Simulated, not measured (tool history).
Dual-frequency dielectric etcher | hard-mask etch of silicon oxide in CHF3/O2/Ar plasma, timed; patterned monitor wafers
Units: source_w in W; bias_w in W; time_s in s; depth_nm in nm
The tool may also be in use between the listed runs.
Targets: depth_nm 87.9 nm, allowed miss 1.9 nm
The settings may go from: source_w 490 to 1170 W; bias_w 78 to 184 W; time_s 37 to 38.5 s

{"run": 1, "hour": 0.0, "source_w": 830, "bias_w": 131, "time_s": 37, "depth_nm": 74.014}
{"run": 2, "hour": 8.6, "source_w": 870, "bias_w": 133, "time_s": 37, "depth_nm": 76.04}
{"run": 3, "hour": 11.2, "source_w": 900, "bias_w": 134, "time_s": 37, "depth_nm": 77.582}
{"run": 4, "hour": 13.5, "source_w": 930, "bias_w": 135, "time_s": 37, "depth_nm": 78.902}
{"run": 5, "hour": 17.6, "source_w": 950, "bias_w": 136, "time_s": 37, "depth_nm": 80.219}
{"run": 6, "hour": 25.8, "source_w": 950, "bias_w": 152, "time_s": 37, "depth_nm": 82.592}
{"hour": 34.2, "done": "bias power generator calibrated"}
{"run": 7, "hour": 34.2, "source_w": 960, "bias_w": 153, "time_s": 37, "depth_nm": 84.105}
{"run": 8, "hour": 41.7, "source_w": 970, "bias_w": 153, "time_s": 37, "depth_nm": 84.58}
{"run": 9, "hour": 49.0, "source_w": 980, "bias_w": 153, "time_s": 37, "depth_nm": 85.779}

Which of these 4 next moves meets every target?
{"run": "A", "hour": 56.3, "source_w": 1170, "bias_w": 122, "time_s": 38, "depth_nm": "?"}
{"run": "B", "hour": 56.3, "source_w": 990, "bias_w": 149, "time_s": 37, "depth_nm": "?"}
{"run": "C", "hour": 56.3, "source_w": 1060, "bias_w": 175, "time_s": 37, "depth_nm": "?"}
{"run": "D", "hour": 56.3, "source_w": 810, "bias_w": 168, "time_s": 37, "depth_nm": "?"}

move=A depth_nm=87.288
move=B depth_nm=84.157
move=C depth_nm=91.161
move=D depth_nm=80.346
A: meets every target
B: further off than the last run
C: takes the result that was furthest off past its target
D: further off than the last run
Answer: A
